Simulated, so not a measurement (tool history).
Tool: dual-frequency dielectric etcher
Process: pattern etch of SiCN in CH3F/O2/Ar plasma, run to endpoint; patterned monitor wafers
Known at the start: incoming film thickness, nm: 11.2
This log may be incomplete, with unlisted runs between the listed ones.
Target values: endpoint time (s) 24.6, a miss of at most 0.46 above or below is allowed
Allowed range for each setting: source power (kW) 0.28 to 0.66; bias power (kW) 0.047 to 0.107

run,hour,source power (kW),bias power (kW),endpoint time (s)
1,0,0.47,0.077,27.81
2,3.1,0.4,0.077,30.055
3,6.8,0.37,0.077,30.708
4,9,0.37,0.089,29.722
# hour 17.9: bias power generator calibrated
5,17.9,0.41,0.09,28.621
6,20.6,0.41,0.098,27.939
7,28.1,0.44,0.099,26.792
8,36.6,0.46,0.099,26.531
9,43.6,0.48,0.1,25.662
10,48.8,0.49,0.1,25.454
11,55.5,0.5,0.1,25.234

Exercise: of the 4 proposed moves below, exactly one satisfies all targets within the stated allowed misses. Which move is it?
A,62.2,0.44,0.105,?
B,62.2,0.51,0.088,?
C,62.2,0.46,0.103,?
D,62.2,0.5,0.107,?

move,endpoint time (s)
A,26.485
B,26.297
C,26.15
D,24.933
A: lands further from the targets than the last run did
B: lands further from the targets than the last run did
C: lands further from the targets than the last run did
D: every result lands within tolerance
Correct choice: D, which meets every target

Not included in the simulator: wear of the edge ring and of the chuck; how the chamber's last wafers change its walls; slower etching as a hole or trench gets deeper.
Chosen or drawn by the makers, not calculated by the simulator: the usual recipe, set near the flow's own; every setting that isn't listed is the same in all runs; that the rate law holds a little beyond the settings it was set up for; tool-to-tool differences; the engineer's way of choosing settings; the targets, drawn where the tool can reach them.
